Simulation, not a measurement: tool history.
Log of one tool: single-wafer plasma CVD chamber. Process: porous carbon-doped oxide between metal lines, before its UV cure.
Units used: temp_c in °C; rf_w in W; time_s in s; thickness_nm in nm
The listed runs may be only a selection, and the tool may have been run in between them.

run 1 hour=0.0 | temp_c=275 rf_w=380 time_s=17.2 | thickness_nm=85.263
run 2 hour=0.9 | temp_c=278 rf_w=370 time_s=17.2 | thickness_nm=82.119
run 3 hour=9.1 | temp_c=278 rf_w=370 time_s=16.4 | thickness_nm=78.101
run 4 hour=15.1 | temp_c=281 rf_w=365 time_s=16.4 | thickness_nm=75.432
run 5 hour=19.1 | temp_c=274 rf_w=365 time_s=16.4 | thickness_nm=78.612
run 6 hour=19.6 | temp_c=274 rf_w=365 time_s=16.4 | thickness_nm=79.226
run 7 hour=28.0 | temp_c=277 rf_w=360 time_s=16.4 | thickness_nm=76.670

Predict the results of run 8:
run 8 hour=33.8 | temp_c=279 rf_w=360 time_s=16.4 | thickness_nm=?

Logged for run 8: thickness_nm 75.581 nm.
